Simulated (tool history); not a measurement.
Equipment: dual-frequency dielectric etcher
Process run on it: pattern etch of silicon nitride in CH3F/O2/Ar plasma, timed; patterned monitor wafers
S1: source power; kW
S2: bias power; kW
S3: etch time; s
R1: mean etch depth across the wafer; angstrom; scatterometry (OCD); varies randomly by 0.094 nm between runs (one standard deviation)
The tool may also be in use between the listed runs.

| run | hour | S1 | S2 | S3 | R1 |
|---|---|---|---|---|---|
| 1 | 0 | 0.53 | 0.071 | 48.5 | 359.79 |
| 2 | 3.3 | 0.53 | 0.071 | 51 | 378.39 |
| 3 | 4.9 | 0.49 | 0.068 | 51 | 359.29 |
| 4 | 6.5 | 0.49 | 0.075 | 51 | 368.35 |
| 5 | 8.5 | 0.49 | 0.075 | 51 | 369.7 |
| 6 | 9.6 | 0.49 | 0.087 | 51 | 383.95 |
| 7 | 12.9 | 0.45 | 0.084 | 50.5 | 362.23 |

What will run 8 give?
| 8 | 18.1 | 0.42 | 0.082 | 50.5 | ? |

R1: 343.55 angstrom

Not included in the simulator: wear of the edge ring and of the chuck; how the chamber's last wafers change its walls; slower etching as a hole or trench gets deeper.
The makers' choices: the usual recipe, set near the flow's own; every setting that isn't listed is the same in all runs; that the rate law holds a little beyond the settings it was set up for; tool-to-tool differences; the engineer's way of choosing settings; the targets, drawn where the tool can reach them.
